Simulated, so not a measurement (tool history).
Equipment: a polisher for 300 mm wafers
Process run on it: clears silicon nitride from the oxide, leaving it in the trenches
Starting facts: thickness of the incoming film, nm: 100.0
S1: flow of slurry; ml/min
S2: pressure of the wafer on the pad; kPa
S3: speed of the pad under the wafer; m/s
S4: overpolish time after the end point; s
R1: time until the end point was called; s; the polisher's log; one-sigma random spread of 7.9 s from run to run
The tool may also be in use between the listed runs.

run  hour   S1    S2    S3  S4      R1
  1   0.0  150  18.6  0.86  10  141.52
  2   4.3  150  22.1  0.86  10  114.60
  3   5.9  145  18.6  0.76  10  156.29
  4   6.7  145  22.1  0.76  10  129.01
  5   8.0  140  19.3  0.66  10  172.62
  6  10.7  140  19.3  0.66   8  167.20
  7  17.6  140  19.3  0.66   8  169.21
  8  22.3  140  16.5  0.60   8  214.06

Estimate the outcome of run 9 from the log above:
  9  27.6  140  14.5  0.56   8   ?

For run 9 the tool returned R1 275.15 s.

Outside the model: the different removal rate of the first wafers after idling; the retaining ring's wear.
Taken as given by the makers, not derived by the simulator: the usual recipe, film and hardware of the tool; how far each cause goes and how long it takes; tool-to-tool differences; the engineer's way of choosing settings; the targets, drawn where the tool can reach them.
